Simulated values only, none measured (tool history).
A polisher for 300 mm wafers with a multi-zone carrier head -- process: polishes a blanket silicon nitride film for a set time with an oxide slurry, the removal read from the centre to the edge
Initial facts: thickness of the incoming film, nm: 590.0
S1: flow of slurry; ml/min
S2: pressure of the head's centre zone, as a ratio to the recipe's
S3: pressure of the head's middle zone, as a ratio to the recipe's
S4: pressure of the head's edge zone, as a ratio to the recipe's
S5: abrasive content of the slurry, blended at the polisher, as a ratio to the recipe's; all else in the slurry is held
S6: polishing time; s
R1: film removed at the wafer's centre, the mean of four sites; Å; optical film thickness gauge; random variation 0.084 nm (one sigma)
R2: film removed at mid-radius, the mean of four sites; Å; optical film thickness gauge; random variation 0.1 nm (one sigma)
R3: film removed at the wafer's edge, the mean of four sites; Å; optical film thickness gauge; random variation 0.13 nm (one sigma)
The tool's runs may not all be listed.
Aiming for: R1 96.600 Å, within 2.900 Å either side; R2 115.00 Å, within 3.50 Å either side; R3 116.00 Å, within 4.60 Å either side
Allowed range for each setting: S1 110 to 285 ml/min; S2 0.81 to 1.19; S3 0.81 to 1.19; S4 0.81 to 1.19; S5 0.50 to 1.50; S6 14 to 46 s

run  hour   S1    S2    S3    S4    S5  S6       R1      R2      R3
  1   0.0  180  1.00  1.00  1.00  1.00  30  114.250  111.21  117.19
  2   8.8  220  1.00  1.00  1.00  1.00  30  118.800  114.93  117.50
  3  14.3  220  1.00  1.00  1.00  1.00  27  107.290  105.43  104.29
  4  22.3  220  1.00  1.00  1.00  1.15  27  112.050  109.46  111.71
  5  24.7  180  1.00  1.00  1.00  1.15  27  107.930  106.30  109.03
  6  26.8  175  0.97  1.03  1.03  1.15  27  104.600  108.98  109.75
  7  32.8  165  0.94  1.04  1.06  1.20  27  100.630  108.57  113.62
  8  34.3  165  0.93  1.06  1.07  1.20  27  100.180  110.23  114.08

Exercise: of the 4 proposed moves below, exactly one satisfies all targets within the stated allowed misses. Which move is it?
  A  35.8  150  0.91  1.00  1.07  1.20  27   ?   ?   ?
  B  35.8  175  0.91  1.13  1.17  1.10  27   ?   ?   ?
  C  35.8  145  0.92  1.03  1.13  1.25  27   ?   ?   ?
  D  35.8  135  0.93  1.02  1.02  1.30  29   ?   ?   ?

move       R1      R2      R3
   A   97.459  103.36  113.59
   B   97.990  114.74  117.86
   C   99.088  106.63  117.78
   D  106.930  113.18  120.22
A: further off than the last run
B: all results land within tolerance of their targets
C: further off than the last run
D: meets the target for the result that was furthest off, but another lies outside its allowed miss
Correct choice: B, which meets every target
